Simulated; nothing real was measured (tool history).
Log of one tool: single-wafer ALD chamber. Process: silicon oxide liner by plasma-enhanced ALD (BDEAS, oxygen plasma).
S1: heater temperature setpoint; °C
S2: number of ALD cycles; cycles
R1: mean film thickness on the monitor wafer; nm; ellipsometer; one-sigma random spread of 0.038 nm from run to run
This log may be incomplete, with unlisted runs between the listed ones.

{"run": 1, "hour": 0.0, "S1": 310, "S2": 85, "R1": 7.8087}
{"run": 2, "hour": 3.5, "S1": 310, "S2": 77, "R1": 7.0213}
{"run": 3, "hour": 5.9, "S1": 314, "S2": 77, "R1": 7.0453}
{"run": 4, "hour": 12.2, "S1": 314, "S2": 85, "R1": 7.7077}
{"run": 5, "hour": 20.3, "S1": 321, "S2": 85, "R1": 7.6788}
{"run": 6, "hour": 24.0, "S1": 321, "S2": 83, "R1": 7.5419}
{"run": 7, "hour": 30.2, "S1": 321, "S2": 81, "R1": 7.3279}
{"run": 8, "hour": 38.3, "S1": 321, "S2": 80, "R1": 7.2396}
{"run": 9, "hour": 43.1, "S1": 321, "S2": 79, "R1": 7.1568}
{"run": 10, "hour": 51.7, "S1": 321, "S2": 78, "R1": 7.1264}

Predict the results of run 11:
{"run": 11, "hour": 57.8, "S1": 321, "S2": 77, "R1": "?"}

Run 11 measured R1 6.999 nm.

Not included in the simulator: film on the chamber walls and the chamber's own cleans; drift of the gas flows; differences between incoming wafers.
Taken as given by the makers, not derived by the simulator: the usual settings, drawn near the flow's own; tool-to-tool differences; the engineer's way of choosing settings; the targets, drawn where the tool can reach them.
